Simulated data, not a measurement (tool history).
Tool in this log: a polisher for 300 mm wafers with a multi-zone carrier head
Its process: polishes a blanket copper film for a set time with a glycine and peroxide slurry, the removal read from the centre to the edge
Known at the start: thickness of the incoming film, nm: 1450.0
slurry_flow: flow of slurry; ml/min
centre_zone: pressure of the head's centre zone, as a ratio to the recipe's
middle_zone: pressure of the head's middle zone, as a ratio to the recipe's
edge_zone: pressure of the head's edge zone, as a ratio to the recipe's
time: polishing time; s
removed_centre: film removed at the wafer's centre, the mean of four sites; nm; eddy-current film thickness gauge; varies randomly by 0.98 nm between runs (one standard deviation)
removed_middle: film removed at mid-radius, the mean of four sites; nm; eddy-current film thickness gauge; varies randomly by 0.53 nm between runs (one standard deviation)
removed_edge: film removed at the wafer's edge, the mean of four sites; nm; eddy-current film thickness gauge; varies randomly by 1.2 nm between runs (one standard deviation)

run 1 day=0.000 | slurry_flow=125 centre_zone=1.00 middle_zone=1.00 edge_zone=1.00 time=30 | removed_centre=140.030 removed_middle=136.320 removed_edge=136.640
run 2 day=0.117 | slurry_flow=115 centre_zone=0.97 middle_zone=0.97 edge_zone=0.97 time=28 | removed_centre=119.200 removed_middle=121.780 removed_edge=125.390
run 3 day=0.467 | slurry_flow=115 centre_zone=0.89 middle_zone=0.97 edge_zone=0.97 time=28 | removed_centre=112.870 removed_middle=120.940 removed_edge=124.290
run 4 day=0.596 | slurry_flow=110 centre_zone=0.90 middle_zone=0.95 edge_zone=0.94 time=26 | removed_centre=104.390 removed_middle=110.320 removed_edge=115.790
run 5 day=0.721 | slurry_flow=110 centre_zone=0.90 middle_zone=0.94 edge_zone=0.92 time=24 | removed_centre=93.300 removed_middle=102.150 removed_edge=107.010
run 6 day=1.062 | slurry_flow=85 centre_zone=0.90 middle_zone=0.94 edge_zone=0.92 time=24 | removed_centre=86.501 removed_middle=92.513 removed_edge=96.557
run 7 day=1.283 | slurry_flow=85 centre_zone=0.91 middle_zone=0.93 edge_zone=0.91 time=24 | removed_centre=85.479 removed_middle=92.003 removed_edge=96.866

Run 8 is up next; what results do you expect?
run 8 day=1.575 | slurry_flow=85 centre_zone=0.92 middle_zone=0.92 edge_zone=0.90 time=24 | removed_centre=? removed_middle=? removed_edge=?

Run 8 gave removed_centre 88.892 nm, removed_middle 92.813 nm, removed_edge 101.450 nm.
